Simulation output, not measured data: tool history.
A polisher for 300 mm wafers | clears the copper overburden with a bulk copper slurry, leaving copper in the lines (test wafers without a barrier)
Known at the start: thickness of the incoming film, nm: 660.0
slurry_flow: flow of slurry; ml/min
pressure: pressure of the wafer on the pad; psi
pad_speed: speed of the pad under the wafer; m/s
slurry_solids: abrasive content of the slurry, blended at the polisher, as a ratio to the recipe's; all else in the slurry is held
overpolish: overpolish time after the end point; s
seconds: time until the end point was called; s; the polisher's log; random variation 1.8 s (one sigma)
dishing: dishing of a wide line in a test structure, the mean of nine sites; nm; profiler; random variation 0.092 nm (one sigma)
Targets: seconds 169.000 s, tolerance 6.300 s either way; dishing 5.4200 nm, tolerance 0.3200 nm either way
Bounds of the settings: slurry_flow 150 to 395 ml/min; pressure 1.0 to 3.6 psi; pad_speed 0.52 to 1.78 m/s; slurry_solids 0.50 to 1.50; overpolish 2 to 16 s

Run 1, hour 0.0: slurry_flow 250 ml/min, pressure 2.3 psi, pad_speed 1.14 m/s, slurry_solids 1.00, overpolish 8 s. Result: seconds 86.191 s, dishing 23.8610 nm.
Run 2, hour 1.7: slurry_flow 250 ml/min, pressure 2.0 psi, pad_speed 1.06 m/s, slurry_solids 1.00, overpolish 6 s. Result: seconds 105.430 s, dishing 18.4090 nm.
Run 3, hour 10.2: slurry_flow 285 ml/min, pressure 1.7 psi, pad_speed 0.96 m/s, slurry_solids 1.15, overpolish 5 s. Result: seconds 133.140 s, dishing 14.3460 nm.
Run 4, hour 14.1: slurry_flow 285 ml/min, pressure 1.7 psi, pad_speed 0.96 m/s, slurry_solids 1.30, overpolish 5 s. Result: seconds 131.880 s, dishing 14.3480 nm.
Run 5, hour 20.9: slurry_flow 285 ml/min, pressure 1.2 psi, pad_speed 0.96 m/s, slurry_solids 1.30, overpolish 5 s. Result: seconds 174.260 s, dishing 11.5940 nm.
Run 6, hour 23.7: slurry_flow 315 ml/min, pressure 1.1 psi, pad_speed 0.96 m/s, slurry_solids 1.35, overpolish 4 s. Result: seconds 186.980 s, dishing 8.8159 nm.
Run 7, hour 30.5: slurry_flow 335 ml/min, pressure 1.1 psi, pad_speed 1.02 m/s, slurry_solids 1.40, overpolish 3 s. Result: seconds 175.840 s, dishing 7.4970 nm.
Run 8, hour 31.7: slurry_flow 350 ml/min, pressure 1.1 psi, pad_speed 1.04 m/s, slurry_solids 1.40, overpolish 3 s. Result: seconds 172.690 s, dishing 7.8442 nm.
Run 9, hour 38.6: slurry_flow 360 ml/min, pressure 1.1 psi, pad_speed 1.06 m/s, slurry_solids 1.45, overpolish 3 s. Result: seconds 166.490 s, dishing 7.9219 nm.

Below are 4 possible settings for the next run. Only one of them brings all results inside the allowed miss of their targets. Which is it?
Run A, hour 45.5: slurry_flow 395 ml/min, pressure 1.0 psi, pad_speed 1.10 m/s, slurry_solids 1.50, overpolish 2 s. Result: seconds ?, dishing ?.
Run B, hour 45.5: slurry_flow 395 ml/min, pressure 1.0 psi, pad_speed 1.00 m/s, slurry_solids 1.50, overpolish 2 s. Result: seconds ?, dishing ?.
Run C, hour 45.5: slurry_flow 395 ml/min, pressure 1.0 psi, pad_speed 1.02 m/s, slurry_solids 1.30, overpolish 2 s. Result: seconds ?, dishing ?.
Run D, hour 45.5: slurry_flow 295 ml/min, pressure 1.2 psi, pad_speed 0.98 m/s, slurry_solids 1.40, overpolish 5 s. Result: seconds ?, dishing ?.

move  seconds  dishing
   A  171.300   5.4242
   B  187.830   4.9909
   C  190.030   4.9384
   D  169.340  11.8800
A: all results in spec
B: the result that was furthest off in the last run now lies on the other side of its target
C: the result that was furthest off in the last run now lies on the other side of its target
D: misses by more than the last run did
Move A is the one to make.
